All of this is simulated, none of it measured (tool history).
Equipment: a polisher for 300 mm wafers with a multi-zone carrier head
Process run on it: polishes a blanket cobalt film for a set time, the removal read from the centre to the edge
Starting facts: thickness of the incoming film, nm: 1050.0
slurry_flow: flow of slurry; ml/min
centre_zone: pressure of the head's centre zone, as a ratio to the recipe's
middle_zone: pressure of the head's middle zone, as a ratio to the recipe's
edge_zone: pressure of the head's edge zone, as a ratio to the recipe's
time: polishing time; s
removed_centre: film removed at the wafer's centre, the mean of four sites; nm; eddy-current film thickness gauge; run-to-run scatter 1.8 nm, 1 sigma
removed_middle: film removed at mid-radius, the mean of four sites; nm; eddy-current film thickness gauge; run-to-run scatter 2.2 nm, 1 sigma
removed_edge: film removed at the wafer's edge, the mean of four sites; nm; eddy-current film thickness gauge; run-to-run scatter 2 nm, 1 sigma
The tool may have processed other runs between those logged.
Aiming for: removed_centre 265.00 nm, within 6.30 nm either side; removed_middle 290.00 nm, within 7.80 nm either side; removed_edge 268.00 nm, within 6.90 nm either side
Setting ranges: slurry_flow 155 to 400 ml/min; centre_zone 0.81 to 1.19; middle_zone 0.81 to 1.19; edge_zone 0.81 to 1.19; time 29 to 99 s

run  hour  slurry_flow  centre_zone  middle_zone  edge_zone  time  removed_centre  removed_middle  removed_edge
  1   0.0          255         1.00         1.00       1.00    64          278.84          242.93        256.07
  2   2.5          265         0.98         1.03       1.01    64          273.18          252.80        252.08
  3   4.4          225         0.98         1.03       1.01    64          268.96          247.36        252.05
  4  12.6          205         0.98         1.03       1.01    64          264.81          241.45        247.07
  5  19.1          155         0.98         1.03       1.01    64          252.82          236.47        239.43
  6  22.8          155         0.98         1.07       1.01    64          253.05          243.62        246.79
  7  25.3          180         0.97         1.10       1.00    64          259.16          256.34        246.84
  8  32.4          195         0.96         1.12       1.02    64          255.93          262.06        249.38
  9  37.7          195         0.96         1.12       1.02    64          253.78          262.02        248.67

Exercise: of the 5 proposed moves below, exactly one satisfies all targets within the stated allowed misses. Which move is it?
  A  43.0          175         0.90         1.08       1.01    74               ?               ?             ?
  B  43.0          250         0.89         1.12       0.97    69               ?               ?             ?
  C  43.0          240         0.91         1.19       1.05    71               ?               ?             ?
  D  43.0          225         0.92         1.19       0.91    69               ?               ?             ?
  E  43.0          155         0.89         1.11       0.96    78               ?               ?             ?

move  removed_centre  removed_middle  removed_edge
   A          274.71          292.45        281.62
   B          264.80          292.66        265.07
   C          277.46          315.94        282.32
   D          270.59          305.05        254.96
   E          281.48          310.77        286.33
A: the worst result of the last run now meets its target, but another is out of spec
B: all results land within tolerance of their targets
C: carries the result that was furthest off beyond its target, to the other side
D: carries the result that was furthest off beyond its target, to the other side
E: carries the result that was furthest off beyond its target, to the other side
So the answer is move B, the one that meets all the targets.
